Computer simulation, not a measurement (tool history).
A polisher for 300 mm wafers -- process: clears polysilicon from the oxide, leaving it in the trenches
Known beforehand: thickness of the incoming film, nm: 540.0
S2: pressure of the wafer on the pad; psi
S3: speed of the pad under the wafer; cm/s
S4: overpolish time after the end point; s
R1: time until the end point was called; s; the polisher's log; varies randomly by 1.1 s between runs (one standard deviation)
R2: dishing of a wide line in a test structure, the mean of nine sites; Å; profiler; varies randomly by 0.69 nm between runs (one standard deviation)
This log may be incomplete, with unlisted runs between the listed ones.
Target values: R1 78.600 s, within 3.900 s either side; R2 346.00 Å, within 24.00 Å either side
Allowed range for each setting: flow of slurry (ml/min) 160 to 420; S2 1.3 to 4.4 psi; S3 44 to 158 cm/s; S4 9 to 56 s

run 1 hour=0.0 | flow_of_slurry_(ml/min)=270 S2=2.8 S3=100 S4=29 | R1=43.940 R2=471.05
run 2 hour=4.3 | flow_of_slurry_(ml/min)=270 S2=2.5 S3=98 S4=24 | R1=47.818 R2=470.42
run 3 hour=13.0 | flow_of_slurry_(ml/min)=270 S2=2.2 S3=94 S4=20 | R1=54.582 R2=440.80
run 4 hour=21.8 | flow_of_slurry_(ml/min)=300 S2=2.2 S3=94 S4=20 | R1=54.195 R2=462.06
run 5 hour=29.1 | flow_of_slurry_(ml/min)=300 S2=2.2 S3=80 S4=20 | R1=59.367 R2=459.94
run 6 hour=36.6 | flow_of_slurry_(ml/min)=265 S2=2.0 S3=82 S4=17 | R1=63.066 R2=446.65
run 7 hour=43.1 | flow_of_slurry_(ml/min)=265 S2=2.0 S3=82 S4=17 | R1=63.875 R2=450.62
run 8 hour=49.1 | flow_of_slurry_(ml/min)=240 S2=1.8 S3=84 S4=15 | R1=69.264 R2=439.62
run 9 hour=55.3 | flow_of_slurry_(ml/min)=220 S2=1.7 S3=88 S4=14 | R1=70.477 R2=431.51

Which of these 4 next moves meets every target?
run A hour=61.5 | flow_of_slurry_(ml/min)=220 S2=1.8 S3=70 S4=15 | R1=? R2=?
run B hour=61.5 | flow_of_slurry_(ml/min)=385 S2=2.6 S3=46 S4=53 | R1=? R2=?
run C hour=61.5 | flow_of_slurry_(ml/min)=160 S2=1.5 S3=90 S4=9 | R1=? R2=?
run D hour=61.5 | flow_of_slurry_(ml/min)=195 S2=1.7 S3=90 S4=12 | R1=? R2=?

move=A R1=77.390 R2=406.72
move=B R1=69.221 R2=454.29
move=C R1=79.562 R2=332.53
move=D R1=70.536 R2=391.60
A: nearer than the last run, and not there yet
B: further off than the last run
C: meets every target
D: nearer than the last run, and not there yet
C meets every target.
